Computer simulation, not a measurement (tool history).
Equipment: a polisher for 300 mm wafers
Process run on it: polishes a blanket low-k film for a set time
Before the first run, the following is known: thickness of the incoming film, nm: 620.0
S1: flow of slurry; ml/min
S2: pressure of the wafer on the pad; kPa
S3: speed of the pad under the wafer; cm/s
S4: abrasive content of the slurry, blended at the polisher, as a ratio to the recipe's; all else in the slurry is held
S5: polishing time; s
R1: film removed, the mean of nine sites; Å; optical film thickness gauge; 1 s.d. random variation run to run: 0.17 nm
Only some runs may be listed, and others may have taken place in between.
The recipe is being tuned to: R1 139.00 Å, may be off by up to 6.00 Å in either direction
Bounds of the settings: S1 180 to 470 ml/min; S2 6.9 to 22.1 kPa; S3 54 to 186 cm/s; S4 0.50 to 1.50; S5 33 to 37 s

run 1 day=0.000 | S1=300 S2=14.5 S3=118 S4=1.00 S5=37 | R1=202.08
run 2 day=0.258 | S1=300 S2=13.8 S3=118 S4=1.00 S5=37 | R1=196.98
run 3 day=0.362 | S1=300 S2=13.8 S3=118 S4=1.00 S5=37 | R1=193.92
run 4 day=0.712 | S1=300 S2=13.1 S3=118 S4=1.00 S5=37 | R1=186.59
run 5 day=0.821 | S1=300 S2=12.4 S3=118 S4=1.00 S5=37 | R1=175.72
run 6 day=1.092 | S1=300 S2=11.7 S3=118 S4=1.00 S5=37 | R1=165.45
run 7 day=1.250 | S1=300 S2=11.0 S3=118 S4=1.00 S5=37 | R1=155.02
run 8 day=1.438 | S1=300 S2=10.3 S3=118 S4=1.00 S5=37 | R1=144.13

5 next moves are on the table. One of them brings every result within its allowed miss. Which?
run A day=1.625 | S1=280 S2=9.0 S3=132 S4=1.00 S5=37 | R1=?
run B day=1.625 | S1=180 S2=11.0 S3=116 S4=1.20 S5=37 | R1=?
run C day=1.625 | S1=320 S2=9.7 S3=142 S4=0.95 S5=36 | R1=?
run D day=1.625 | S1=305 S2=12.4 S3=104 S4=1.05 S5=35 | R1=?
run E day=1.625 | S1=290 S2=9.0 S3=142 S4=1.15 S5=36 | R1=?

move=A R1=138.56
move=B R1=154.39
move=C R1=152.00
move=D R1=152.42
move=E R1=152.07
A: all results in spec
B: misses by more than the last run did
C: misses by more than the last run did
D: misses by more than the last run did
E: misses by more than the last run did
Answer: A
